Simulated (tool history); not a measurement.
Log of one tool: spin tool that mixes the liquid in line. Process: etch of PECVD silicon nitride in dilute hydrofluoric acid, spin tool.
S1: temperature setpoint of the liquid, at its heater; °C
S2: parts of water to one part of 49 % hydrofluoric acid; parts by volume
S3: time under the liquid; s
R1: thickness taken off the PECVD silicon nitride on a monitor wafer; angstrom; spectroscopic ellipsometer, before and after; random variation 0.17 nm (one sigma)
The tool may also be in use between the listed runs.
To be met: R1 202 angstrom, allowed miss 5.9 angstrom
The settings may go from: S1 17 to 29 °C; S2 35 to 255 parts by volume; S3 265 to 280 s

Run 1, hour 0: S1 21 °C, S2 145 parts by volume, S3 265 s. Result: R1 80.682 angstrom.
Run 2, hour 5.6: S1 23 °C, S2 130 parts by volume, S3 265 s. Result: R1 102.27 angstrom.
Run 3, hour 8.5: S1 23 °C, S2 130 parts by volume, S3 265 s. Result: R1 102.91 angstrom.
Run 4, hour 13: S1 23 °C, S2 130 parts by volume, S3 280 s. Result: R1 106.73 angstrom.
Run 5, hour 21.2: S1 24.5 °C, S2 115 parts by volume, S3 280 s. Result: R1 135.67 angstrom.
Run 6, hour 27.9: S1 24.5 °C, S2 95 parts by volume, S3 280 s. Result: R1 161.08 angstrom.
Run 7, hour 30.2: S1 25.5 °C, S2 95 parts by volume, S3 280 s. Result: R1 173.65 angstrom.
Run 8, hour 35.3: S1 26 °C, S2 95 parts by volume, S3 280 s. Result: R1 177.93 angstrom.
Run 9, hour 36.9: S1 26.5 °C, S2 95 parts by volume, S3 280 s. Result: R1 186.97 angstrom.
Run 10, hour 44.3: S1 27 °C, S2 95 parts by volume, S3 280 s. Result: R1 191.47 angstrom.

5 next moves are on the table. One of them brings every result within its allowed miss. Which?
Run A, hour 51.7: S1 27.5 °C, S2 95 parts by volume, S3 265 s. Result: R1 ?.
Run B, hour 51.7: S1 26 °C, S2 85 parts by volume, S3 280 s. Result: R1 ?.
Run C, hour 51.7: S1 25.5 °C, S2 90 parts by volume, S3 265 s. Result: R1 ?.
Run D, hour 51.7: S1 28.5 °C, S2 100 parts by volume, S3 270 s. Result: R1 ?.
Run E, hour 51.7: S1 26.5 °C, S2 100 parts by volume, S3 280 s. Result: R1 ?.

move      R1
   A  185.33
   B  198.47
   C  171.79
   D  191.23
   E  174.47
A: further off than the last run
B: meets every target
C: further off than the last run
D: as far off as the last run
E: further off than the last run
The right move is B.
